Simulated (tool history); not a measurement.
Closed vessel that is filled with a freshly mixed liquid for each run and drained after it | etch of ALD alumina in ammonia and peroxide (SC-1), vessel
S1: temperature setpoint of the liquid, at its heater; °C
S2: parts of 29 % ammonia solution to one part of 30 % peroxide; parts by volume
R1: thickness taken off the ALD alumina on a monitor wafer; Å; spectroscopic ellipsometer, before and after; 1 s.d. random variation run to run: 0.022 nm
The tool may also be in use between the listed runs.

run 1 day=0 | S1=60 S2=0.5 time_in_the_liquid_(s)=30 | R1=38.902
run 2 day=0.196 | S1=60 S2=0.5 time_in_the_liquid_(s)=30 | R1=39.2
run 3 day=0.283 | S1=60 S2=0.6 time_in_the_liquid_(s)=30 | R1=38.809
run 4 day=0.525 | S1=58.5 S2=0.6 time_in_the_liquid_(s)=30 | R1=36.832
run 5 day=0.75 | S1=57.5 S2=0.6 time_in_the_liquid_(s)=30 | R1=35.322
run 6 day=1.008 | S1=56.5 S2=0.6 time_in_the_liquid_(s)=30 | R1=32.497
run 7 day=1.375 | S1=56 S2=0.6 time_in_the_liquid_(s)=30 | R1=31.965
run 8 day=1.667 | S1=55.5 S2=0.6 time_in_the_liquid_(s)=30 | R1=30.665
run 9 day=1.808 | S1=55 S2=0.6 time_in_the_liquid_(s)=30 | R1=30.083
run 10 day=1.862 | S1=54.5 S2=0.6 time_in_the_liquid_(s)=30 | R1=29.736

What will run 11 give?
run 11 day=2.112 | S1=52.5 S2=0.6 time_in_the_liquid_(s)=30 | R1=?

{"run 11": {"R1": 26.71}}
